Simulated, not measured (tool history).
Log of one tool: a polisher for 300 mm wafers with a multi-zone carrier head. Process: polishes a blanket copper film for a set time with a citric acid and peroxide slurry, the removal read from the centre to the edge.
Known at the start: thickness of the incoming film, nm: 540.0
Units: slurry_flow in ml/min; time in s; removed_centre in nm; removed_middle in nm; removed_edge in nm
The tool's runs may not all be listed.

run  hour  slurry_flow  centre_zone  middle_zone  edge_zone  slurry_solids  time  removed_centre  removed_middle  removed_edge
  1   0.0          160         1.00         1.00       1.00           1.00    40          80.265          83.220        79.944
  2   6.4          160         0.92         1.00       1.00           1.00    40          72.543          82.453        79.714
  3   8.3          160         0.96         1.00       1.00           1.00    40          77.713          83.091        80.804
  4  14.3          160         0.96         0.93       1.00           1.00    40          76.539          78.635        79.681
  5  20.6          160         0.96         0.86       1.00           1.00    40          76.912          76.013        82.154
  6  29.0          190         0.96         0.86       1.00           1.00    40          79.451          77.011        81.810
  7  30.7          195         0.96         0.87       0.99           0.95    40          76.448          77.858        82.046
  8  31.6          195         0.98         0.88       0.97           0.95    39          77.850          74.542        78.344
  9  37.2          150         0.97         0.98       0.87           0.70    38          67.601          71.197        67.307

The next listed run, before its measurement:
 10  42.3          150         0.98         0.98       0.86           0.70    38               ?               ?             ?

{"run 10": {"removed_centre": 68.487, "removed_middle": 69.416, "removed_edge": 67.047}}

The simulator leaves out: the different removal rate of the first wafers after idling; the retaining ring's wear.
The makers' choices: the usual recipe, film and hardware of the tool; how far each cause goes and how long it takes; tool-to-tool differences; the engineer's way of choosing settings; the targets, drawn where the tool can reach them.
